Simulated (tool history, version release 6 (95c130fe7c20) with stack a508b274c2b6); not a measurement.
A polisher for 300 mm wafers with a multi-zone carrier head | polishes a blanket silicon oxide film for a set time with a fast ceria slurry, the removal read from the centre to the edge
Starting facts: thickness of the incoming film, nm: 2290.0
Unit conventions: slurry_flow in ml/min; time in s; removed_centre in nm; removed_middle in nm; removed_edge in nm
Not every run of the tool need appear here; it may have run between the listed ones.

run  hour  slurry_flow  centre_zone  middle_zone  edge_zone  time  removed_centre  removed_middle  removed_edge
  1     0          210            1            1          1    31          499.23          486.33        497.18
  2   3.9          210            1            1          1    26          417.74          415.18        414.79
  3   5.3          210            1            1          1    30          493.92          473.46         481.2
  4  13.6          165            1            1          1    30          479.89          459.87         469.4
  5  21.5          160         0.98         0.98       1.01    30          465.66          448.82        470.55
  6  25.7          160         0.98         1.02       1.01    30           468.4          459.88        472.08
  7  32.6          155         0.97            1       1.02    30          452.56          450.86           479

The next listed run, before its measurement:
  8  33.8          150         0.97         0.98       1.02    30               ?               ?             ?

Logged for run 8: removed_centre 436.4 nm, removed_middle 442.83 nm, removed_edge 465.53 nm.

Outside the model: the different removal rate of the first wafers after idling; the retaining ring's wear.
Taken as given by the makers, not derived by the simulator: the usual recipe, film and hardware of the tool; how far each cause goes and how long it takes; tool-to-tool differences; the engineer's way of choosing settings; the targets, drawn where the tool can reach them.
